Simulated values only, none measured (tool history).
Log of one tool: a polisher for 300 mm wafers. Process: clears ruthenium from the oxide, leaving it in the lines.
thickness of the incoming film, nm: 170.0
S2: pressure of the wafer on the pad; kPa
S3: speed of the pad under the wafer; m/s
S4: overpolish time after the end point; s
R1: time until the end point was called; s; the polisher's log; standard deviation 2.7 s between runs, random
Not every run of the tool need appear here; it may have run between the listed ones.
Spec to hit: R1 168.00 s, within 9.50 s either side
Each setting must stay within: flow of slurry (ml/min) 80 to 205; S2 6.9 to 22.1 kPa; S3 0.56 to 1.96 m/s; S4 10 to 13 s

{"run": 1, "hour": 0.0, "flow of slurry (ml/min)": 135, "S2": 14.5, "S3": 1.26, "S4": 13, "R1": 114.63}
{"run": 2, "hour": 3.4, "flow of slurry (ml/min)": 135, "S2": 13.1, "S3": 1.24, "S4": 13, "R1": 128.4}
{"run": 3, "hour": 10.1, "flow of slurry (ml/min)": 135, "S2": 16.5, "S3": 1.24, "S4": 13, "R1": 104.29}
{"run": 4, "hour": 19.0, "flow of slurry (ml/min)": 135, "S2": 14.5, "S3": 1.22, "S4": 13, "R1": 116.52}
{"run": 5, "hour": 25.2, "flow of slurry (ml/min)": 150, "S2": 14.5, "S3": 1.22, "S4": 13, "R1": 118.09}
{"run": 6, "hour": 31.7, "flow of slurry (ml/min)": 150, "S2": 13.1, "S3": 1.2, "S4": 13, "R1": 127.94}
{"run": 7, "hour": 36.9, "flow of slurry (ml/min)": 145, "S2": 9.0, "S3": 1.14, "S4": 13, "R1": 196.5}
{"run": 8, "hour": 39.5, "flow of slurry (ml/min)": 145, "S2": 9.7, "S3": 1.14, "S4": 13, "R1": 188.12}
{"run": 9, "hour": 48.2, "flow of slurry (ml/min)": 150, "S2": 11.7, "S3": 1.16, "S4": 13, "R1": 149.2}
{"run": 10, "hour": 55.8, "flow of slurry (ml/min)": 145, "S2": 11.7, "S3": 1.16, "S4": 13, "R1": 149.93}

Consider the 5 candidate settings below. Which is the only one whose results all fall within their allowed miss of target?
{"run": "A", "hour": 63.4, "flow of slurry (ml/min)": 160, "S2": 13.1, "S3": 0.76, "S4": 10, "R1": "?"}
{"run": "B", "hour": 63.4, "flow of slurry (ml/min)": 140, "S2": 11.7, "S3": 1.2, "S4": 10, "R1": "?"}
{"run": "C", "hour": 63.4, "flow of slurry (ml/min)": 150, "S2": 10.3, "S3": 1.14, "S4": 13, "R1": "?"}
{"run": "D", "hour": 63.4, "flow of slurry (ml/min)": 155, "S2": 11.7, "S3": 0.9, "S4": 13, "R1": "?"}
{"run": "E", "hour": 63.4, "flow of slurry (ml/min)": 130, "S2": 15.2, "S3": 0.96, "S4": 13, "R1": "?"}

move=A R1=200.79
move=B R1=147.31
move=C R1=172.60
move=D R1=191.15
move=E R1=144.24
A: carries the result that was furthest off beyond its target, to the other side
B: misses by more than the last run did
C: hits every target within its allowed miss
D: carries the result that was furthest off beyond its target, to the other side
E: misses by more than the last run did
Answer: C
